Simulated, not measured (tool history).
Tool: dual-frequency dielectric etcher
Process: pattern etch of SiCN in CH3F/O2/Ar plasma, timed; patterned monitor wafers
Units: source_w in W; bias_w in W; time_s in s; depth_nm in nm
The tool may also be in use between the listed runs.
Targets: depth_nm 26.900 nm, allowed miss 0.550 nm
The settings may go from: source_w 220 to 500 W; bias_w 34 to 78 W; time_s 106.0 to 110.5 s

{"run": 1, "hour": 0.0, "source_w": 360, "bias_w": 56, "time_s": 106.0, "depth_nm": 33.368}
{"run": 2, "hour": 7.9, "source_w": 340, "bias_w": 54, "time_s": 106.0, "depth_nm": 32.3}
{"run": 3, "hour": 14.7, "source_w": 320, "bias_w": 52, "time_s": 106.0, "depth_nm": 31.284}
{"run": 4, "hour": 22.7, "source_w": 290, "bias_w": 52, "time_s": 106.0, "depth_nm": 30.057}
{"run": 5, "hour": 30.3, "source_w": 290, "bias_w": 62, "time_s": 106.0, "depth_nm": 31.459}
{"run": 6, "hour": 31.1, "source_w": 290, "bias_w": 68, "time_s": 106.0, "depth_nm": 32.185}
{"run": 7, "hour": 35.6, "source_w": 280, "bias_w": 64, "time_s": 106.0, "depth_nm": 31.121}
{"run": 8, "hour": 39.5, "source_w": 270, "bias_w": 61, "time_s": 106.0, "depth_nm": 30.464}
{"hour": 48.0, "done": "wet clean of the chamber"}
{"run": 9, "hour": 48.0, "source_w": 220, "bias_w": 50, "time_s": 106.0, "depth_nm": 26.197}

Which of these 4 next moves meets every target?
{"run": "A", "hour": 56.5, "source_w": 240, "bias_w": 52, "time_s": 110.5, "depth_nm": "?"}
{"run": "B", "hour": 56.5, "source_w": 230, "bias_w": 43, "time_s": 106.5, "depth_nm": "?"}
{"run": "C", "hour": 56.5, "source_w": 240, "bias_w": 47, "time_s": 107.0, "depth_nm": "?"}
{"run": "D", "hour": 56.5, "source_w": 270, "bias_w": 48, "time_s": 106.5, "depth_nm": "?"}

move=A depth_nm=28.717
move=B depth_nm=26.236
move=C depth_nm=27.232
move=D depth_nm=28.382
A: takes the result that was furthest off past its target
B: nearer than the last run, and not there yet
C: meets every target
D: takes the result that was furthest off past its target
The right move is C.
